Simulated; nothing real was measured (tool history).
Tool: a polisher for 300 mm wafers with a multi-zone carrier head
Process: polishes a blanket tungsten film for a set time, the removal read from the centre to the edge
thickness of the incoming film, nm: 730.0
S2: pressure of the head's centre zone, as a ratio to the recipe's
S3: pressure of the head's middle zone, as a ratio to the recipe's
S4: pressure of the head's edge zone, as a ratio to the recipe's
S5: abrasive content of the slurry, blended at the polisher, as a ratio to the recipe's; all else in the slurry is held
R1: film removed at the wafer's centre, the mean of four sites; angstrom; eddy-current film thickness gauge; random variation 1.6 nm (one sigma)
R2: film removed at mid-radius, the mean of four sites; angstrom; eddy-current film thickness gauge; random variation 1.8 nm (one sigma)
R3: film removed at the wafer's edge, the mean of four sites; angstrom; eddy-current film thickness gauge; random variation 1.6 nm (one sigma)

run 1 day=0 | flow_of_slurry_(ml/min)=310 S2=1 S3=1 S4=1 S5=1 polishing_time_(s)=52 | R1=2218.5 R2=2191.1 R3=2178.5
run 2 day=0.096 | flow_of_slurry_(ml/min)=310 S2=0.97 S3=1.01 S4=0.98 S5=0.9 polishing_time_(s)=48 | R1=1910.2 R2=1930.5 R3=1970.1
run 3 day=0.171 | flow_of_slurry_(ml/min)=310 S2=0.97 S3=1.01 S4=0.98 S5=0.75 polishing_time_(s)=48 | R1=1922.9 R2=1909.1 R3=1903.5
run 4 day=0.333 | flow_of_slurry_(ml/min)=310 S2=0.94 S3=1.04 S4=0.96 S5=0.7 polishing_time_(s)=45 | R1=1706.8 R2=1803.8 R3=1736.6
run 5 day=0.362 | flow_of_slurry_(ml/min)=310 S2=0.92 S3=1.05 S4=0.94 S5=0.65 polishing_time_(s)=43 | R1=1573.7 R2=1758.5 R3=1651.9
run 6 day=0.617 | flow_of_slurry_(ml/min)=340 S2=0.92 S3=1.05 S4=0.94 S5=0.65 polishing_time_(s)=43 | R1=1581.5 R2=1758.8 R3=1661.7
run 7 day=0.983 | flow_of_slurry_(ml/min)=330 S2=0.84 S3=1.05 S4=0.85 S5=0.5 polishing_time_(s)=32 | R1=1062.3 R2=1264.7 R3=1126.4
run 8 day=1.283 | flow_of_slurry_(ml/min)=330 S2=0.85 S3=1.06 S4=0.88 S5=0.55 polishing_time_(s)=32 | R1=1070.5 R2=1260.6 R3=1147.1
run 9 day=1.625 | flow_of_slurry_(ml/min)=330 S2=0.86 S3=1.08 S4=0.9 S5=0.6 polishing_time_(s)=32 | R1=1080.3 R2=1310.2 R3=1154.5
run 10 day=1.962 | flow_of_slurry_(ml/min)=330 S2=0.88 S3=1.04 S4=0.97 S5=0.85 polishing_time_(s)=35 | R1=1295.9 R2=1456.1 R3=1405.7
run 11 day=2.183 | flow_of_slurry_(ml/min)=330 S2=0.88 S3=1.04 S4=0.97 S5=0.85 polishing_time_(s)=35 | R1=1310.5 R2=1457.5 R3=1379.2
run 12 day=2.521 | flow_of_slurry_(ml/min)=325 S2=0.87 S3=1.04 S4=0.96 S5=0.85 polishing_time_(s)=35 | R1=1285.2 R2=1465.3 R3=1380.2

Run 13 comes next. What will it give?
run 13 day=2.667 | flow_of_slurry_(ml/min)=325 S2=0.86 S3=1.04 S4=0.95 S5=0.85 polishing_time_(s)=35 | R1=? R2=? R3=?

Run 13 gave R1 1245.3 angstrom, R2 1466 angstrom, R3 1364.2 angstrom.
